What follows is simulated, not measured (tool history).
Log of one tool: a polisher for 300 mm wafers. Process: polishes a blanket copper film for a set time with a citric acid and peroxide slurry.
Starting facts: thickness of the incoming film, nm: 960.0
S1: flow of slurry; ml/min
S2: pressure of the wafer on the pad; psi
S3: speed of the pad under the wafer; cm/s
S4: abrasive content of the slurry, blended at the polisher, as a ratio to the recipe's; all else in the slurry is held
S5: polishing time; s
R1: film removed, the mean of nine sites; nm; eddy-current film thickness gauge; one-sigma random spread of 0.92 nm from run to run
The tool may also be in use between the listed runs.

{"run": 1, "hour": 0.0, "S1": 315, "S2": 3.7, "S3": 102, "S4": 1, "S5": 56, "R1": 152.97}
{"run": 2, "hour": 7.7, "S1": 315, "S2": 3.7, "S3": 92, "S4": 1, "S5": 56, "R1": 145.94}
{"run": 3, "hour": 12.6, "S1": 315, "S2": 3.7, "S3": 92, "S4": 1, "S5": 56, "R1": 144.85}
{"run": 4, "hour": 15.0, "S1": 255, "S2": 3.7, "S3": 92, "S4": 1, "S5": 56, "R1": 141.61}
{"hour": 22.2, "done": "slurry nozzle cleaned"}
{"run": 5, "hour": 22.2, "S1": 255, "S2": 3.7, "S3": 92, "S4": 0.9, "S5": 56, "R1": 145.2}
{"run": 6, "hour": 24.8, "S1": 255, "S2": 3.7, "S3": 70, "S4": 0.9, "S5": 56, "R1": 123.79}
{"run": 7, "hour": 31.3, "S1": 255, "S2": 3.5, "S3": 70, "S4": 0.9, "S5": 56, "R1": 117.62}
{"run": 8, "hour": 37.8, "S1": 255, "S2": 3.3, "S3": 70, "S4": 0.9, "S5": 56, "R1": 111.21}
{"run": 9, "hour": 40.1, "S1": 255, "S2": 3.2, "S3": 70, "S4": 0.9, "S5": 56, "R1": 105.84}

Run 10 has not been measured yet. What should we expect?
{"run": 10, "hour": 42.1, "S1": 255, "S2": 3.2, "S3": 70, "S4": 0.9, "S5": 56, "R1": "?"}

{"run 10": {"R1": 107.91}}

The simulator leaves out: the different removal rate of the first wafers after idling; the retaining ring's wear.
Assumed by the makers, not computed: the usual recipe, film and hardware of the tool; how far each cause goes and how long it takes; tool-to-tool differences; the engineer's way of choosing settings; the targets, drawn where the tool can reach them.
